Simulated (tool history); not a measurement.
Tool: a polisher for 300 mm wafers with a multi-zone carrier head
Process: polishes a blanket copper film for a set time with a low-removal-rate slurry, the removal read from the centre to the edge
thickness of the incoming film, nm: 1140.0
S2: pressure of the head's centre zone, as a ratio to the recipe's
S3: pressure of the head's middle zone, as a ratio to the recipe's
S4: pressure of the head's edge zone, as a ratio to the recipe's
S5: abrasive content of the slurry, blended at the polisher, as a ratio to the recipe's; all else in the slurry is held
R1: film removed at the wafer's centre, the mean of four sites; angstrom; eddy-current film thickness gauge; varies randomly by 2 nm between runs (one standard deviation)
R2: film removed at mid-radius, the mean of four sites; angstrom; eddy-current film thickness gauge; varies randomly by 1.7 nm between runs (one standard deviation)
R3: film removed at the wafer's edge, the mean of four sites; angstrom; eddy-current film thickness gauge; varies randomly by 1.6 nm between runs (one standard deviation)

{"run": 1, "hour": 0.0, "flow of slurry (ml/min)": 190, "S2": 1, "S3": 1, "S4": 1, "S5": 1, "polishing time (s)": 45, "R1": 1365.8, "R2": 1334.5, "R3": 1331.6}
{"run": 2, "hour": 0.8, "flow of slurry (ml/min)": 190, "S2": 0.99, "S3": 0.99, "S4": 1.02, "S5": 1.05, "polishing time (s)": 46, "R1": 1400.4, "R2": 1354.6, "R3": 1375.8}
{"run": 3, "hour": 9.2, "flow of slurry (ml/min)": 190, "S2": 0.99, "S3": 1.06, "S4": 1.02, "S5": 1.05, "polishing time (s)": 46, "R1": 1406.7, "R2": 1439, "R3": 1373.2}
{"run": 4, "hour": 11.2, "flow of slurry (ml/min)": 190, "S2": 0.98, "S3": 1.04, "S4": 1.04, "S5": 1.1, "polishing time (s)": 47, "R1": 1413.8, "R2": 1484.2, "R3": 1389.6}
{"run": 5, "hour": 19.4, "flow of slurry (ml/min)": 190, "S2": 0.97, "S3": 1.02, "S4": 1.05, "S5": 1.05, "polishing time (s)": 48, "R1": 1425.5, "R2": 1443.1, "R3": 1463.4}
{"run": 6, "hour": 25.9, "flow of slurry (ml/min)": 195, "S2": 0.97, "S3": 1.01, "S4": 1.06, "S5": 1.05, "polishing time (s)": 49, "R1": 1462.8, "R2": 1476.8, "R3": 1484.8}
{"run": 7, "hour": 34.4, "flow of slurry (ml/min)": 195, "S2": 0.96, "S3": 0.99, "S4": 1.07, "S5": 1.05, "polishing time (s)": 50, "R1": 1473.9, "R2": 1457.8, "R3": 1534.7}
{"run": 8, "hour": 37.1, "flow of slurry (ml/min)": 230, "S2": 0.91, "S3": 0.95, "S4": 1.17, "S5": 1.3, "polishing time (s)": 51, "R1": 1532.4, "R2": 1543.4, "R3": 1739.2}
{"run": 9, "hour": 44.4, "flow of slurry (ml/min)": 230, "S2": 0.91, "S3": 0.94, "S4": 1.17, "S5": 1.3, "polishing time (s)": 51, "R1": 1518.5, "R2": 1558.6, "R3": 1718.6}
{"run": 10, "hour": 51.6, "flow of slurry (ml/min)": 230, "S2": 0.91, "S3": 0.93, "S4": 1.17, "S5": 1.3, "polishing time (s)": 51, "R1": 1566, "R2": 1507.1, "R3": 1711.4}

Run 11 is up next; what results do you expect?
{"run": 11, "hour": 53.6, "flow of slurry (ml/min)": 235, "S2": 0.84, "S3": 0.89, "S4": 1.19, "S5": 1.5, "polishing time (s)": 52, "R1": "?", "R2": "?", "R3": "?"}

{"run 11": {"R1": 1491.6, "R2": 1517.9, "R3": 1815.9}}
